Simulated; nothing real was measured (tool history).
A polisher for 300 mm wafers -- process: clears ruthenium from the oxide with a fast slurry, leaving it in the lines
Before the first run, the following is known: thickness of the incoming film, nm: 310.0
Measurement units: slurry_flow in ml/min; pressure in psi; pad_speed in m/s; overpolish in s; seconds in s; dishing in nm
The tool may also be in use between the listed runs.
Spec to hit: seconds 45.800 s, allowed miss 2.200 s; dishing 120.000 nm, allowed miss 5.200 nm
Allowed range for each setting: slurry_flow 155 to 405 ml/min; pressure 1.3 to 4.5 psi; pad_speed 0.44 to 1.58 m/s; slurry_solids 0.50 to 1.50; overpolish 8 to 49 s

run	hour	slurry_flow	pressure	pad_speed	slurry_solids	overpolish	seconds	dishing
1	0.0	260	2.9	1.00	1.00	25	67.733	72.128
2	7.3	260	3.1	1.00	1.00	25	65.761	75.991
3	15.7	260	3.3	1.00	1.00	26	61.960	81.259
4	22.4	260	3.5	1.00	1.00	27	57.569	85.101
5	25.8	260	3.0	1.00	1.00	27	66.074	76.280
6	29.9	260	3.0	1.14	1.00	27	59.072	83.327
7	37.4	260	3.1	1.14	1.00	28	55.412	87.054
8	42.5	260	3.5	1.18	1.00	37	48.543	109.750
9	51.1	260	3.6	1.18	1.00	39	47.601	113.480

Exercise: of the 4 proposed moves below, exactly one satisfies all targets within the stated allowed misses. Which move is it?
A	59.7	270	4.3	1.04	1.00	41	?	?
B	59.7	255	3.7	1.18	0.85	49	?	?
C	59.7	175	4.2	1.22	1.05	45	?	?
D	59.7	275	3.9	1.26	1.10	45	?	?

move	seconds	dishing
A	45.388	120.390
B	50.135	124.040
C	41.375	128.630
D	39.563	130.430
A: hits every target within its allowed miss
B: meets the target for the result that was furthest off, but another lies outside its allowed miss
C: pushes the last run's worst result past its target
D: pushes the last run's worst result past its target
Answer: A
